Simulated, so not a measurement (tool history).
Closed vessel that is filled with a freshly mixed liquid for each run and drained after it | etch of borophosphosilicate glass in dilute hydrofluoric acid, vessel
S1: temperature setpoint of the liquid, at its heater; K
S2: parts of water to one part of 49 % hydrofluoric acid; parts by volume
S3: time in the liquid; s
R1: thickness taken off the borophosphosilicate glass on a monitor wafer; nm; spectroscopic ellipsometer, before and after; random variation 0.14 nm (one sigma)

run	hour	S1	S2	S3	R1
1	0	294.15	80	95	45.211
2	1.9	294.15	80	100	48.168
3	8.5	294.15	80	100	47.555
4	12	290.65	80	100	41.575
5	19.9	290.65	80	100	41.767
6	26.7	290.65	85	100	38.582

Forecast run 7:
7	29.3	290.65	90	100	?

{"run 7": {"R1": 36.372}}
